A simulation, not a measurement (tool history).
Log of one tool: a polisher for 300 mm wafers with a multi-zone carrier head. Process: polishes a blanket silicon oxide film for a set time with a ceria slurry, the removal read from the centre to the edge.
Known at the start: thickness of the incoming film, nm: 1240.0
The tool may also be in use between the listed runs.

| run | hour | flow of slurry (ml/min) | pressure of the head's centre zone | pressure of the head's middle zone | pressure of the head's edge zone | polishing time (s) | film removed at the wafer's centre (angstrom) | film removed at mid-radius (angstrom) | film removed at the wafer's edge (angstrom) |
|---|---|---|---|---|---|---|---|---|---|
| 1 | 0 | 145 | 1 | 1 | 1 | 49 | 2201.9 | 2259.1 | 2230 |
| 2 | 7.9 | 140 | 0.98 | 0.99 | 0.97 | 44 | 1958.8 | 2004.9 | 1968.4 |
| 3 | 16.6 | 135 | 0.95 | 0.98 | 0.95 | 41 | 1745.2 | 1792 | 1855.4 |
| 4 | 25.6 | 135 | 0.95 | 0.98 | 1 | 41 | 1710.3 | 1808.3 | 1848.5 |
| 5 | 34.3 | 135 | 0.95 | 0.99 | 0.99 | 38 | 1629.2 | 1698.5 | 1695.3 |
| 6 | 40.9 | 135 | 0.95 | 0.99 | 0.91 | 38 | 1612 | 1675.2 | 1641.1 |
| 7 | 48.9 | 115 | 0.9 | 0.97 | 0.84 | 31 | 1227.2 | 1365.3 | 1296.4 |
| 8 | 54.9 | 120 | 0.9 | 0.97 | 0.85 | 31 | 1222.9 | 1344.2 | 1283.8 |
| 9 | 60.7 | 130 | 0.91 | 0.97 | 0.92 | 35 | 1430.2 | 1506.9 | 1506.8 |
| 10 | 68.3 | 125 | 0.91 | 0.97 | 0.9 | 35 | 1402.8 | 1500.6 | 1496.2 |

Run 11 comes next. What will it give?
| 11 | 76 | 120 | 0.91 | 0.97 | 0.89 | 35 | ? | ? | ? |

Run 11 gave film removed at the wafer's centre (angstrom) 1442.1, film removed at mid-radius (angstrom) 1510.1, film removed at the wafer's edge (angstrom) 1498.2.
